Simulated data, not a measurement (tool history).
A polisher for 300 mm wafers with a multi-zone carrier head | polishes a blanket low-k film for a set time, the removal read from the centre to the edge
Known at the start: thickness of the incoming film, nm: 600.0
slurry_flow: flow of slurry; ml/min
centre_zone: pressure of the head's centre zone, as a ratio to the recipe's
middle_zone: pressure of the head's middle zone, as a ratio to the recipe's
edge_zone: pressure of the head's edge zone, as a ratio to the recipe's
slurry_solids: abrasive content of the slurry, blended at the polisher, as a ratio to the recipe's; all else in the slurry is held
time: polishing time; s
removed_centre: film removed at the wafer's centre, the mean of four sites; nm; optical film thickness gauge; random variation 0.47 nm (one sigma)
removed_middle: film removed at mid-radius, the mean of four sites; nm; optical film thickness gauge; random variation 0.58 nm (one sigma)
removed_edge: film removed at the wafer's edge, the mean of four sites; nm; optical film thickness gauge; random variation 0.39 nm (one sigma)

{"run": 1, "hour": 0.0, "slurry_flow": 235, "centre_zone": 1, "middle_zone": 1, "edge_zone": 1, "slurry_solids": 1, "time": 68, "removed_centre": 23.484, "removed_middle": 22.926, "removed_edge": 22.166}
{"run": 2, "hour": 4.4, "slurry_flow": 235, "centre_zone": 1, "middle_zone": 1, "edge_zone": 1, "slurry_solids": 1, "time": 57, "removed_centre": 19.88, "removed_middle": 19.146, "removed_edge": 18.994}
{"run": 3, "hour": 5.9, "slurry_flow": 235, "centre_zone": 1, "middle_zone": 1, "edge_zone": 0.92, "slurry_solids": 1, "time": 57, "removed_centre": 19.398, "removed_middle": 19.049, "removed_edge": 18.307}
{"run": 4, "hour": 14.0, "slurry_flow": 205, "centre_zone": 1, "middle_zone": 1, "edge_zone": 0.92, "slurry_solids": 1, "time": 57, "removed_centre": 18.769, "removed_middle": 19.169, "removed_edge": 18.172}
{"run": 5, "hour": 19.4, "slurry_flow": 205, "centre_zone": 1, "middle_zone": 1, "edge_zone": 0.88, "slurry_solids": 1, "time": 57, "removed_centre": 19.055, "removed_middle": 19.25, "removed_edge": 18.02}
{"run": 6, "hour": 27.2, "slurry_flow": 205, "centre_zone": 1.03, "middle_zone": 1, "edge_zone": 0.88, "slurry_solids": 1, "time": 57, "removed_centre": 19.715, "removed_middle": 18.891, "removed_edge": 18.008}
{"run": 7, "hour": 31.7, "slurry_flow": 195, "centre_zone": 1.03, "middle_zone": 1.01, "edge_zone": 0.91, "slurry_solids": 1.15, "time": 67, "removed_centre": 24.777, "removed_middle": 24.241, "removed_edge": 22.933}
{"hour": 38.3, "done": "edge zone pressure recalibrated"}
{"run": 8, "hour": 38.3, "slurry_flow": 185, "centre_zone": 1.03, "middle_zone": 1.03, "edge_zone": 0.93, "slurry_solids": 1.25, "time": 73, "removed_centre": 28.295, "removed_middle": 28.562, "removed_edge": 27.169}
{"run": 9, "hour": 39.4, "slurry_flow": 185, "centre_zone": 1.05, "middle_zone": 1.06, "edge_zone": 0.94, "slurry_solids": 1.35, "time": 76, "removed_centre": 30.527, "removed_middle": 30.13, "removed_edge": 29.472}
{"run": 10, "hour": 44.3, "slurry_flow": 185, "centre_zone": 1.05, "middle_zone": 1.08, "edge_zone": 0.91, "slurry_solids": 1.4, "time": 81, "removed_centre": 32.889, "removed_middle": 34.154, "removed_edge": 31.62}
{"run": 11, "hour": 45.2, "slurry_flow": 185, "centre_zone": 1.06, "middle_zone": 1.1, "edge_zone": 0.91, "slurry_solids": 1.45, "time": 84, "removed_centre": 35.16, "removed_middle": 35.844, "removed_edge": 32.963}

Forecast run 12:
{"run": 12, "hour": 52.4, "slurry_flow": 185, "centre_zone": 1.06, "middle_zone": 1.11, "edge_zone": 0.92, "slurry_solids": 1.45, "time": 86, "removed_centre": "?", "removed_middle": "?", "removed_edge": "?"}

removed_centre: 36.473 nm
removed_middle: 37.298 nm
removed_edge: 34.032 nm
